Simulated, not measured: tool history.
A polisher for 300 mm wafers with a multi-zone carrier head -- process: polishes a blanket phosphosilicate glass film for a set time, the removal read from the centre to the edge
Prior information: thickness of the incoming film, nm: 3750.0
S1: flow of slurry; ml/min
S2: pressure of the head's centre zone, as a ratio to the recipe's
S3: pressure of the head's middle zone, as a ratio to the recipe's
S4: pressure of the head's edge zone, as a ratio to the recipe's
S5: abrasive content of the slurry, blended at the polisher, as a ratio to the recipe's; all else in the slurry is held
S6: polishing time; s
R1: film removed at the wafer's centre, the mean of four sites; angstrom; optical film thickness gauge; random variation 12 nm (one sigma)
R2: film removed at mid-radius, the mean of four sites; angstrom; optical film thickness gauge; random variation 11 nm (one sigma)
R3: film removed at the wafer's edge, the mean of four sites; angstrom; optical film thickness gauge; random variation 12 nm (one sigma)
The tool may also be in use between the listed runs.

run 1 hour=0 | S1=225 S2=1 S3=1 S4=1 S5=1 S6=81 | R1=7896.7 R2=7901 R3=7960.2
run 2 hour=6.3 | S1=225 S2=0.98 S3=0.99 S4=1.05 S5=1.15 S6=82 | R1=8225.8 R2=8138.1 R3=8622.6
run 3 hour=9.9 | S1=225 S2=0.98 S3=0.99 S4=1.05 S5=1.25 S6=82 | R1=8466.1 R2=8414.1 R3=8772.5
run 4 hour=14 | S1=230 S2=0.95 S3=0.99 S4=1.09 S5=1.3 S6=85 | R1=8753.5 R2=9109.3 R3=9474.9
run 5 hour=16.3 | S1=230 S2=0.95 S3=0.99 S4=1.09 S5=1.3 S6=66 | R1=6586.7 R2=7015.6 R3=7466.1
run 6 hour=23.3 | S1=230 S2=0.95 S3=0.99 S4=1.09 S5=1.4 S6=66 | R1=6988.7 R2=7074.8 R3=7694.2
run 7 hour=30.7 | S1=230 S2=0.93 S3=0.98 S4=1.12 S5=1.45 S6=73 | R1=7384.9 R2=7960.5 R3=8514.4
run 8 hour=38.6 | S1=230 S2=0.93 S3=0.96 S4=1.14 S5=1.45 S6=79 | R1=8205.8 R2=8548.7 R3=9092.6
run 9 hour=42.8 | S1=225 S2=0.9 S3=0.92 S4=1.15 S5=1.45 S6=85 | R1=8638.9 R2=8774.8 R3=9813.3
run 10 hour=50.6 | S1=230 S2=0.89 S3=0.92 S4=1.16 S5=1.45 S6=88 | R1=8890 R2=9335.7 R3=10550
run 11 hour=57.2 | S1=240 S2=0.89 S3=0.92 S4=1.17 S5=1.45 S6=88 | R1=8909.8 R2=9420.1 R3=10512

Forecast run 12:
run 12 hour=61 | S1=250 S2=0.89 S3=0.91 S4=1.18 S5=1.45 S6=89 | R1=? R2=? R3=?

R1: 9125.6 angstrom
R2: 9356.2 angstrom
R3: 10675 angstrom

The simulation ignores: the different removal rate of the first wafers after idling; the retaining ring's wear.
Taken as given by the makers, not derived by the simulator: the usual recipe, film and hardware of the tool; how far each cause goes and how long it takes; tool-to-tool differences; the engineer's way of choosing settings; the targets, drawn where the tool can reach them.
